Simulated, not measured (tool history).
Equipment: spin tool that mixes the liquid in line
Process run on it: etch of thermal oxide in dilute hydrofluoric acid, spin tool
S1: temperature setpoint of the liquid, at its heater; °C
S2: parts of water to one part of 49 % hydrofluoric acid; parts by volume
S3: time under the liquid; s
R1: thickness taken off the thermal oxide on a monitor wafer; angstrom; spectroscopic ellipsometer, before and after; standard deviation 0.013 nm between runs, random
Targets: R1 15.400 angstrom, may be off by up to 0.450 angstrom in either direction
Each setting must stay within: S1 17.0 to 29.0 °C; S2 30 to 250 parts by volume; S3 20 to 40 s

{"run": 1, "hour": 0.0, "S1": 21.0, "S2": 140, "S3": 40, "R1": 11.871}
{"run": 2, "hour": 5.8, "S1": 23.5, "S2": 140, "S3": 40, "R1": 13.143}
{"run": 3, "hour": 13.4, "S1": 24.0, "S2": 140, "S3": 40, "R1": 13.427}
{"run": 4, "hour": 14.3, "S1": 24.5, "S2": 140, "S3": 40, "R1": 13.513}
{"run": 5, "hour": 21.1, "S1": 21.0, "S2": 140, "S3": 40, "R1": 11.94}
{"run": 6, "hour": 22.0, "S1": 18.0, "S2": 140, "S3": 40, "R1": 10.664}
{"run": 7, "hour": 25.9, "S1": 19.0, "S2": 140, "S3": 40, "R1": 10.985}
{"run": 8, "hour": 31.1, "S1": 23.0, "S2": 135, "S3": 40, "R1": 13.719}
{"run": 9, "hour": 37.0, "S1": 23.5, "S2": 135, "S3": 40, "R1": 13.588}
{"run": 10, "hour": 38.4, "S1": 24.0, "S2": 135, "S3": 40, "R1": 13.863}
{"run": 11, "hour": 41.4, "S1": 24.5, "S2": 135, "S3": 40, "R1": 14.109}
{"run": 12, "hour": 47.4, "S1": 25.0, "S2": 135, "S3": 40, "R1": 14.736}
{"run": 13, "hour": 54.3, "S1": 25.5, "S2": 135, "S3": 40, "R1": 14.686}

Below are 4 possible settings for the next run. Only one of them brings all results inside the allowed miss of their targets. Which is it?
{"run": "A", "hour": 61.2, "S1": 29.0, "S2": 80, "S3": 20, "R1": "?"}
{"run": "B", "hour": 61.2, "S1": 26.0, "S2": 140, "S3": 40, "R1": "?"}
{"run": "C", "hour": 61.2, "S1": 27.0, "S2": 130, "S3": 40, "R1": "?"}
{"run": "D", "hour": 61.2, "S1": 25.0, "S2": 120, "S3": 40, "R1": "?"}

move=A R1=15.472
move=B R1=14.576
move=C R1=16.503
move=D R1=16.771
A: every result lands within tolerance
B: its largest miss is bigger than the last run's
C: pushes the last run's worst result past its target
D: pushes the last run's worst result past its target
The move that meets every target is A.

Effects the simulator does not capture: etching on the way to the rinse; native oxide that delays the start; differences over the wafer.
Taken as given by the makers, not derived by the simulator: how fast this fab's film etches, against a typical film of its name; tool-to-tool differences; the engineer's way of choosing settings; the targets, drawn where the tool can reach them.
